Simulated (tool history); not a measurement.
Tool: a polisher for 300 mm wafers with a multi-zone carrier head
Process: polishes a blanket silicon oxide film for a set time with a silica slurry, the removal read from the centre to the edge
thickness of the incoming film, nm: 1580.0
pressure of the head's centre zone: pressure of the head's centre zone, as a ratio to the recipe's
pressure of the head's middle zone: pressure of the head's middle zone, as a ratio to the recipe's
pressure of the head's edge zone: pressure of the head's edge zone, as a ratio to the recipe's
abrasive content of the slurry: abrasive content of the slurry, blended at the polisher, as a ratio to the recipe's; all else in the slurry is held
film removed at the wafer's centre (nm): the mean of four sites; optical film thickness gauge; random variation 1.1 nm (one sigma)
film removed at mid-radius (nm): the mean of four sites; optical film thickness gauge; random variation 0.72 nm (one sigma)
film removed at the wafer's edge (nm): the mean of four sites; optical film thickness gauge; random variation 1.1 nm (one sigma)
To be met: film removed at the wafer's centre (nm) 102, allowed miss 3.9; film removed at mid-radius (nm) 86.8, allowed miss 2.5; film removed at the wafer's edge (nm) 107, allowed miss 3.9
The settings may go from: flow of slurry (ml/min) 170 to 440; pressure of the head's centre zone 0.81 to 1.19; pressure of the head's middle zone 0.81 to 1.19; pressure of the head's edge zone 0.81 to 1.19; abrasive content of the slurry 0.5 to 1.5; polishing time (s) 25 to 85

| run | day | flow of slurry (ml/min) | pressure of the head's centre zone | pressure of the head's middle zone | pressure of the head's edge zone | abrasive content of the slurry | polishing time (s) | film removed at the wafer's centre (nm) | film removed at mid-radius (nm) | film removed at the wafer's edge (nm) |
|---|---|---|---|---|---|---|---|---|---|---|
| 1 | 0 | 280 | 1 | 1 | 1 | 1 | 55 | 154.89 | 142.84 | 148.47 |
| 2 | 0.262 | 275 | 0.99 | 0.97 | 1 | 0.9 | 54 | 142.06 | 127.88 | 136.83 |
| 3 | 0.362 | 265 | 0.97 | 0.94 | 1 | 0.85 | 54 | 132.8 | 120.29 | 129.37 |
| 4 | 0.646 | 265 | 0.97 | 0.94 | 1 | 0.7 | 54 | 114.07 | 103.35 | 116.78 |
|  | 0.817 | centre zone pressure recalibrated |
| 5 | 0.817 | 265 | 0.97 | 0.94 | 1.03 | 0.7 | 54 | 106.16 | 106.22 | 115.69 |
| 6 | 1.079 | 210 | 0.97 | 0.94 | 1.03 | 0.7 | 54 | 105.4 | 101.5 | 115.11 |
| 7 | 1.333 | 210 | 0.97 | 0.92 | 1.03 | 0.7 | 54 | 103.67 | 100.89 | 113.73 |
| 8 | 1.592 | 200 | 0.98 | 0.9 | 1.03 | 0.7 | 54 | 102.34 | 97.241 | 114.36 |

5 next moves are on the table. One of them brings every result within its allowed miss. Which?
| A | 1.85 | 190 | 0.91 | 0.9 | 1.02 | 0.7 | 60 | ? | ? | ? |
| B | 1.85 | 240 | 1.01 | 0.99 | 0.86 | 0.8 | 49 | ? | ? | ? |
| C | 1.85 | 265 | 1.02 | 0.94 | 0.95 | 0.75 | 46 | ? | ? | ? |
| D | 1.85 | 190 | 1.01 | 0.83 | 1 | 0.7 | 52 | ? | ? | ? |
| E | 1.85 | 270 | 0.9 | 1.11 | 0.91 | 0.75 | 49 | ? | ? | ? |

| move | film removed at the wafer's centre (nm) | film removed at mid-radius (nm) | film removed at the wafer's edge (nm) |
|---|---|---|---|
| A | 105.25 | 108.3 | 123.05 |
| B | 108.89 | 108.78 | 104.95 |
| C | 99.756 | 94.375 | 99.118 |
| D | 101.28 | 87.76 | 105.78 |
| E | 93.979 | 116.03 | 103.52 |
A: further off than the last run
B: further off than the last run
C: nearer than the last run, and not there yet
D: meets every target
E: further off than the last run
Answer: D
